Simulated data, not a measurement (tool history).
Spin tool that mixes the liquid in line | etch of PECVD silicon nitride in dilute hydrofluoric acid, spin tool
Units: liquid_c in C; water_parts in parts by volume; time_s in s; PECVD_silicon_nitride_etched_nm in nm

| run | hour | liquid_c | water_parts | time_s | PECVD_silicon_nitride_etched_nm |
|---|---|---|---|---|---|
| 1 | 0 | 24 | 95 | 80 | 3.1767 |
| 2 | 4.5 | 22.5 | 100 | 80 | 2.7301 |
| 3 | 9.6 | 24 | 100 | 80 | 3.0049 |
| 4 | 17.2 | 22.5 | 105 | 80 | 2.6063 |
| 5 | 19.2 | 21 | 105 | 80 | 2.3496 |
| 6 | 21.8 | 24 | 105 | 80 | 2.864 |
| 7 | 23.9 | 24 | 105 | 80 | 2.8738 |

Run 8 comes next. What will it give?
| 8 | 25.9 | 22.5 | 105 | 80 | ? |

PECVD_silicon_nitride_etched_nm: 2.631 nm
